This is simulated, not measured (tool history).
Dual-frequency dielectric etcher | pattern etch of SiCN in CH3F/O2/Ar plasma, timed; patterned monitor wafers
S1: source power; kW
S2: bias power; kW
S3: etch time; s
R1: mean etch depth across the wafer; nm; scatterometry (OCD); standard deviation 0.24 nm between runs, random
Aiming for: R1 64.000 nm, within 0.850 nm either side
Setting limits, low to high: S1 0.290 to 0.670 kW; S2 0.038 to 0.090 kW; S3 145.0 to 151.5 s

Run 1, hour 0.0: S1 0.480 kW, S2 0.064 kW, S3 145.0 s. Result: R1 58.096 nm.
Run 2, hour 4.5: S1 0.500 kW, S2 0.064 kW, S3 145.0 s. Result: R1 58.105 nm.
Run 3, hour 11.1: S1 0.530 kW, S2 0.065 kW, S3 145.0 s. Result: R1 59.493 nm.
Run 4, hour 11.8: S1 0.550 kW, S2 0.066 kW, S3 145.0 s. Result: R1 59.941 nm.
Run 5, hour 16.0: S1 0.510 kW, S2 0.066 kW, S3 145.0 s. Result: R1 59.140 nm.
Run 6, hour 19.8: S1 0.510 kW, S2 0.060 kW, S3 145.0 s. Result: R1 57.478 nm.
Run 7, hour 23.0: S1 0.530 kW, S2 0.062 kW, S3 145.0 s. Result: R1 58.552 nm.
Run 8, hour 29.7: S1 0.550 kW, S2 0.063 kW, S3 145.0 s. Result: R1 58.648 nm.
Run 9, hour 35.0: S1 0.560 kW, S2 0.065 kW, S3 145.0 s. Result: R1 60.323 nm.
Run 10, hour 38.2: S1 0.630 kW, S2 0.066 kW, S3 145.0 s. Result: R1 61.891 nm.
Run 11, hour 39.1: S1 0.640 kW, S2 0.067 kW, S3 145.0 s. Result: R1 62.047 nm.
Run 12, hour 47.0: S1 0.640 kW, S2 0.067 kW, S3 145.0 s. Result: R1 62.141 nm.

Which of these 5 next moves meets every target?
Run A, hour 54.9: S1 0.620 kW, S2 0.073 kW, S3 145.0 s. Result: R1 ?.
Run B, hour 54.9: S1 0.530 kW, S2 0.066 kW, S3 146.0 s. Result: R1 ?.
Run C, hour 54.9: S1 0.670 kW, S2 0.065 kW, S3 145.0 s. Result: R1 ?.
Run D, hour 54.9: S1 0.650 kW, S2 0.073 kW, S3 148.5 s. Result: R1 ?.
Run E, hour 54.9: S1 0.590 kW, S2 0.059 kW, S3 146.0 s. Result: R1 ?.

move      R1
   A  63.725
   B  59.957
   C  62.449
   D  65.971
   E  59.203
A: all results land within tolerance of their targets
B: the biggest miss grows against the last run
C: closes in on the targets versus the last run, not all within tolerance yet
D: takes the biggest miss from the last run beyond its target
E: the biggest miss grows against the last run
Answer: A
